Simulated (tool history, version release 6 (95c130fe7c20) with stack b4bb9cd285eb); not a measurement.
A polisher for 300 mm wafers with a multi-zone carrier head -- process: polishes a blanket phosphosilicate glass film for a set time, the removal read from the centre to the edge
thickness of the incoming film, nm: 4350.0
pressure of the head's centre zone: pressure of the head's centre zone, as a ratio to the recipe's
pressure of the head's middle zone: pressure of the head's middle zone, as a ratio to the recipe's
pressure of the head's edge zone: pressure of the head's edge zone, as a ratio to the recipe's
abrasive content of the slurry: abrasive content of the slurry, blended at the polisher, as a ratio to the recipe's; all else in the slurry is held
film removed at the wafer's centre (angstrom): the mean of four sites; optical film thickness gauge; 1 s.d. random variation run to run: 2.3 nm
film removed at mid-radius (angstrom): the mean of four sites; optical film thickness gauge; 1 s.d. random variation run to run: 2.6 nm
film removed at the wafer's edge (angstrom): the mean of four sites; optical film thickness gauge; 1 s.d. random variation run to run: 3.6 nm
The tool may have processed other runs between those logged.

run  hour  flow of slurry (ml/min)  pressure of the head's centre zone  pressure of the head's middle zone  pressure of the head's edge zone  abrasive content of the slurry  polishing time (s)  film removed at the wafer's centre (angstrom)  film removed at mid-radius (angstrom)  film removed at the wafer's edge (angstrom)
  1     0                      265                                   1                                   1                                 1                               1                  41                                         2898.6                                 2944.8                                       3023.8
  2   6.3                      265                                1.06                                   1                                 1                               1                  41                                         3060.8                                 2937.3                                       3016.9
  3  14.8                      260                                1.02                                1.02                              0.97                            0.95                  41                                           2901                                 2914.2                                       2865.5
  4  22.2                      260                                1.02                                1.02                              0.97                            0.95                  37                                         2551.6                                 2621.8                                       2650.1
  5  22.9                      260                                1.06                                1.02                              0.97                            0.95                  37                                         2657.6                                 2656.7                                       2651.7
  6  27.7                      265                                1.04                                1.06                              0.98                            0.95                  37                                         2701.4                                 2724.1                                       2626.3

The next listed run, before its measurement:
  7  34.8                      255                                0.99                                1.08                              0.98                               1                  37                                              ?                                      ?                                            ?

{"run 7": {"film removed at the wafer's centre (angstrom)": 2598.7, "film removed at mid-radius (angstrom)": 2845.7, "film removed at the wafer's edge (angstrom)": 2737.8}}
